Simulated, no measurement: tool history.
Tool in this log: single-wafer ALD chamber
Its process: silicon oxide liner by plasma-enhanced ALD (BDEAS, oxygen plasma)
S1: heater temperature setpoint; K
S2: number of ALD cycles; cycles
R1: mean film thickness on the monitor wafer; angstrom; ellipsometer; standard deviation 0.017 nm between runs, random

{"run": 1, "day": 0.0, "S1": 593.15, "S2": 61, "R1": 55.975}
{"run": 2, "day": 0.312, "S1": 593.15, "S2": 55, "R1": 50.684}
{"run": 3, "day": 0.371, "S1": 599.15, "S2": 55, "R1": 49.998}
{"run": 4, "day": 0.7, "S1": 590.15, "S2": 55, "R1": 50.722}
{"day": 1.046, "done": "thermocouple changed; heater temperature recalibrated"}
{"run": 5, "day": 1.046, "S1": 583.15, "S2": 55, "R1": 51.061}
{"run": 6, "day": 1.396, "S1": 583.15, "S2": 52, "R1": 48.017}

Estimate the outcome of run 7 from the log above:
{"run": 7, "day": 1.446, "S1": 583.15, "S2": 50, "R1": "?"}

Run 7 produced R1 46.161 angstrom.

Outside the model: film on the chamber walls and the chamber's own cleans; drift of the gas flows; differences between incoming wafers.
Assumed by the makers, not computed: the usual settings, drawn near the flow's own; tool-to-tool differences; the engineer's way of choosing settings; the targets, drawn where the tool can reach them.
